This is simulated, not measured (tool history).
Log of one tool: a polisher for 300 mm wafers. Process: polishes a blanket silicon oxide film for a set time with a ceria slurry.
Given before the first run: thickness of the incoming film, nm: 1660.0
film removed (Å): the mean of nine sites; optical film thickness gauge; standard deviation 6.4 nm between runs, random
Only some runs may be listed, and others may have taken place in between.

| run | hour | flow of slurry (ml/min) | pressure of the wafer on the pad (kPa) | speed of the pad under the wafer (m/s) | polishing time (s) | film removed (Å) |
|---|---|---|---|---|---|---|
| 1 | 0.0 | 175 | 28.3 | 1.36 | 65 | 4109.7 |
| 2 | 2.8 | 180 | 31.7 | 1.36 | 65 | 4580.3 |
| 3 | 11.4 | 180 | 37.9 | 1.36 | 65 | 5582.3 |
| 4 | 12.6 | 185 | 38.6 | 1.36 | 65 | 5723.4 |
| 5 | 14.2 | 185 | 38.6 | 1.14 | 65 | 4763.5 |
| 6 | 16.3 | 185 | 40.0 | 1.18 | 65 | 5137.3 |
| 7 | 17.1 | 185 | 41.4 | 1.20 | 65 | 5370.1 |
| 8 | 24.0 | 190 | 42.1 | 1.22 | 65 | 5605.0 |
| 9 | 25.5 | 190 | 42.7 | 1.24 | 65 | 5805.9 |

Forecast run 10:
| 10 | 34.2 | 190 | 42.7 | 1.24 | 65 | ? |

Logged for run 10: film removed (Å) 5740.9.
